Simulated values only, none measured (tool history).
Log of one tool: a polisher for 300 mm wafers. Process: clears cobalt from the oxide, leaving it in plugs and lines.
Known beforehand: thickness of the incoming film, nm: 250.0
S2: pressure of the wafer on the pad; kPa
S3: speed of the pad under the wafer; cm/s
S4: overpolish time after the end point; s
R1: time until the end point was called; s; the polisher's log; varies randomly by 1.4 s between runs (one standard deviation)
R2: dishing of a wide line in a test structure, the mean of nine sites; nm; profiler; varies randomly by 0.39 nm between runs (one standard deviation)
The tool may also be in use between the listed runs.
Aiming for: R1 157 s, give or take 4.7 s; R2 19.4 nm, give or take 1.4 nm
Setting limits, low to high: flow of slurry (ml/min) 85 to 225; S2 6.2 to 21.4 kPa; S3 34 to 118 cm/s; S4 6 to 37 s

{"run": 1, "hour": 0.0, "flow of slurry (ml/min)": 145, "S2": 13.8, "S3": 76, "S4": 19, "R1": 59.134, "R2": 22.36}
{"run": 2, "hour": 3.6, "flow of slurry (ml/min)": 140, "S2": 11.7, "S3": 68, "S4": 16, "R1": 76.653, "R2": 22.103}
{"run": 3, "hour": 9.7, "flow of slurry (ml/min)": 135, "S2": 10.3, "S3": 62, "S4": 13, "R1": 95.619, "R2": 18.887}
{"run": 4, "hour": 12.3, "flow of slurry (ml/min)": 130, "S2": 9, "S3": 58, "S4": 16, "R1": 119, "R2": 18.816}
{"run": 5, "hour": 15.4, "flow of slurry (ml/min)": 130, "S2": 8.3, "S3": 58, "S4": 19, "R1": 128.38, "R2": 18.897}
{"run": 6, "hour": 23.4, "flow of slurry (ml/min)": 130, "S2": 7.6, "S3": 58, "S4": 21, "R1": 137.68, "R2": 18.969}
{"run": 7, "hour": 30.7, "flow of slurry (ml/min)": 115, "S2": 6.2, "S3": 58, "S4": 27, "R1": 174.06, "R2": 19.849}
{"run": 8, "hour": 33.5, "flow of slurry (ml/min)": 145, "S2": 6.2, "S3": 58, "S4": 24, "R1": 162.77, "R2": 19.264}

Which one of the following 4 next-run settings gets every result inside its allowed miss? There is exactly one.
{"run": "A", "hour": 36.3, "flow of slurry (ml/min)": 145, "S2": 6.2, "S3": 54, "S4": 23, "R1": "?", "R2": "?"}
{"run": "B", "hour": 36.3, "flow of slurry (ml/min)": 145, "S2": 6.2, "S3": 54, "S4": 29, "R1": "?", "R2": "?"}
{"run": "C", "hour": 36.3, "flow of slurry (ml/min)": 145, "S2": 6.2, "S3": 54, "S4": 25, "R1": "?", "R2": "?"}
{"run": "D", "hour": 36.3, "flow of slurry (ml/min)": 165, "S2": 6.2, "S3": 58, "S4": 25, "R1": "?", "R2": "?"}

move=A R1=172.47 R2=18.449
move=B R1=172.47 R2=20.328
move=C R1=172.47 R2=19.152
move=D R1=156.5 R2=19.882
A: lands further from the targets than the last run did
B: lands further from the targets than the last run did
C: lands further from the targets than the last run did
D: meets every target
The right move is D.
